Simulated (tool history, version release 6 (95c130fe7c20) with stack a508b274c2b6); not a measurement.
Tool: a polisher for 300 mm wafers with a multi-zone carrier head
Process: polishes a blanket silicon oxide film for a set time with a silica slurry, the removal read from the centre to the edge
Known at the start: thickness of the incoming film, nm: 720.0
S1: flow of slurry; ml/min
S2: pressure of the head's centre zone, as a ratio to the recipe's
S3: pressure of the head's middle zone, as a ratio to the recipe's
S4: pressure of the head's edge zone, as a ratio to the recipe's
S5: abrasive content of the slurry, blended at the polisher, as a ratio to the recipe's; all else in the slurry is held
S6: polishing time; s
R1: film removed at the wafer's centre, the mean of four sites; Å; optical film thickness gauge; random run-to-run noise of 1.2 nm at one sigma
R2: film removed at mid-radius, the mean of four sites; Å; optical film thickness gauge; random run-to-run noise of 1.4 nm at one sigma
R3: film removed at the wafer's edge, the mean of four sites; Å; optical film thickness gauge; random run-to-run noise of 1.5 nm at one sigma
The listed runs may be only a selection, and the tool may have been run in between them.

| run | hour | S1 | S2 | S3 | S4 | S5 | S6 | R1 | R2 | R3 |
|---|---|---|---|---|---|---|---|---|---|---|
| 1 | 0 | 220 | 1 | 1 | 1 | 1 | 63 | 2382.3 | 2293.7 | 2372.1 |
| 2 | 8 | 215 | 0.98 | 0.99 | 0.98 | 0.9 | 58 | 2025.1 | 2019.2 | 2026.3 |
| 3 | 12.7 | 215 | 0.98 | 1.03 | 0.98 | 0.9 | 58 | 2027.5 | 2083.4 | 2011.8 |
| 4 | 21.5 | 175 | 0.98 | 1.03 | 0.98 | 0.9 | 58 | 2005.1 | 2015.7 | 2037.1 |
| 5 | 25.2 | 175 | 0.97 | 1 | 0.97 | 0.8 | 54 | 1688.7 | 1679.8 | 1767.9 |
| 6 | 26.1 | 195 | 0.96 | 0.98 | 0.95 | 0.75 | 52 | 1638 | 1597.1 | 1605.2 |
| 7 | 27.7 | 190 | 0.93 | 0.96 | 0.94 | 0.7 | 51 | 1461.6 | 1483.5 | 1532.1 |

Run 8 has not been measured yet. What should we expect?
| 8 | 34 | 195 | 0.92 | 0.94 | 0.92 | 0.65 | 50 | ? | ? | ? |

Run 8 yielded R1 1326.2 Å, R2 1348.1 Å, R3 1423.2 Å.
